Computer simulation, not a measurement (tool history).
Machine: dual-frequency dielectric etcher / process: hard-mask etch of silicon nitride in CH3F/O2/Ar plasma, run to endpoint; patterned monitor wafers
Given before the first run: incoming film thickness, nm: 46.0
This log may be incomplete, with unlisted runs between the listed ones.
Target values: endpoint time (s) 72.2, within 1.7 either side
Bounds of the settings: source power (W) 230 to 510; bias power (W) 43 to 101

run	hour	source power (W)	bias power (W)	endpoint time (s)
1	0	370	72	66.052
2	4.8	350	71	67.459
3	12.5	380	71	66.174
4	17.3	380	79	62.654
5	26.2	350	77	64.823
6	33.8	330	75	66.921
7	37.4	310	74	69.072
8	38.5	300	73	69.955
9	44.9	290	73	70.274

Exactly one of the 5 candidate moves below puts every result within its allowed miss. Which one?
A	51.3	340	71	?
B	51.3	260	72	?
C	51.3	260	69	?
D	51.3	260	65	?
E	51.3	300	75	?

move	endpoint time (s)
A	67.934
B	72.643
C	74.416
D	77.017
E	68.283
A: further off than the last run
B: all results land within tolerance of their targets
C: carries the result that was furthest off beyond its target, to the other side
D: carries the result that was furthest off beyond its target, to the other side
E: further off than the last run
The move that meets every target is B.
